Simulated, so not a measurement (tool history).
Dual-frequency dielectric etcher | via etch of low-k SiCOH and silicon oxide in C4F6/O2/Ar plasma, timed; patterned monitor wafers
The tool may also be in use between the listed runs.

| run | hour | source power (kW) | bias power (kW) | etch time (s) | mean etch depth across the wafer (Å) |
|---|---|---|---|---|---|
| 1 | 0 | 0.37 | 0.177 | 66 | 1783.3 |
| 2 | 3.1 | 0.37 | 0.201 | 66 | 1868.7 |
| 3 | 5.6 | 0.32 | 0.201 | 66 | 1787.6 |
| 4 | 10.6 | 0.31 | 0.196 | 66 | 1757 |
| 5 | 16.4 | 0.31 | 0.164 | 66 | 1654.7 |
| 6 | 23.1 | 0.3 | 0.163 | 66 | 1632.5 |

Forecast run 7:
| 7 | 24.1 | 0.29 | 0.162 | 66 | ? |

{"run 7": {"mean etch depth across the wafer (Å)": 1622.2}}
